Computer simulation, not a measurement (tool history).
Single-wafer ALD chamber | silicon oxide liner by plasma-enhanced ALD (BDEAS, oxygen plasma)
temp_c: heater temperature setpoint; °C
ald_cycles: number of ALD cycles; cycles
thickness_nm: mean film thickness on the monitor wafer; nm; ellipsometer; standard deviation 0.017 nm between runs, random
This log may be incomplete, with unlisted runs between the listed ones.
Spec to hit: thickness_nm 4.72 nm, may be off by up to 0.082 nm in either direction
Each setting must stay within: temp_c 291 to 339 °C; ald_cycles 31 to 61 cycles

run,hour,temp_c,ald_cycles,thickness_nm
1,0,315,46,4.1187
2,2.7,315,47,4.2102
3,10.2,315,41,3.66
4,12.9,315,42,3.774
5,21.5,320,42,3.7303
6,28.4,320,43,3.8425
7,32.8,320,44,3.9132
8,40.4,320,45,3.9928
9,43.5,320,46,4.0846
10,45.9,320,47,4.1985
11,54.4,320,48,4.3023
12,62.4,320,50,4.4346
13,71,319,52,4.6232

4 candidate next runs follow, results not yet known. Just one meets every target within its allowed miss. Identify it.
A,79.6,309,55,?
B,79.6,321,55,?
C,79.6,323,51,?
D,79.6,325,53,?

move,thickness_nm
A,4.977
B,4.893
C,4.5241
D,4.6881
A: moves the result that the last run missed by most past its target, out the other side
B: moves the result that the last run missed by most past its target, out the other side
C: misses by more than the last run did
D: every result lands within tolerance
The right move is D.

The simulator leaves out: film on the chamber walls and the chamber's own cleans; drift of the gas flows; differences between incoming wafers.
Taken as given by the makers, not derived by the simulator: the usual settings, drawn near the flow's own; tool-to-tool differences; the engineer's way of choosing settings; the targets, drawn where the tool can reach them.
